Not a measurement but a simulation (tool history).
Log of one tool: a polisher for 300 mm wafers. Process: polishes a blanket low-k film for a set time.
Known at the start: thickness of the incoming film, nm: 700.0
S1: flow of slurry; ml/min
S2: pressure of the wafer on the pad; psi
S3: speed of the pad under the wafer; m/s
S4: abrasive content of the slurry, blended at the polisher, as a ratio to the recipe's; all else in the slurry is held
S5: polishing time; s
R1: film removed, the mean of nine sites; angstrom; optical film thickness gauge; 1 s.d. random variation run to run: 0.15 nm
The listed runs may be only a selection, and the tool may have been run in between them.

run 1 hour=0 | S1=150 S2=2 S3=0.9 S4=1 S5=32 | R1=143.3
run 2 hour=6 | S1=130 S2=2 S3=0.9 S4=1 S5=32 | R1=139.38
run 3 hour=8.7 | S1=110 S2=2 S3=0.9 S4=1 S5=32 | R1=133.86
run 4 hour=12.9 | S1=110 S2=1.5 S3=0.9 S4=1 S5=32 | R1=102.62
run 5 hour=13.6 | S1=140 S2=1.9 S3=0.9 S4=1 S5=32 | R1=133.54
run 6 hour=16 | S1=160 S2=2.1 S3=0.9 S4=1 S5=32 | R1=151.94
run 7 hour=22.9 | S1=175 S2=2.3 S3=0.9 S4=1 S5=32 | R1=168.39

The next listed run, before its measurement:
run 8 hour=26.2 | S1=185 S2=2.5 S3=0.9 S4=1 S5=32 | R1=?

R1: 184.39 angstrom
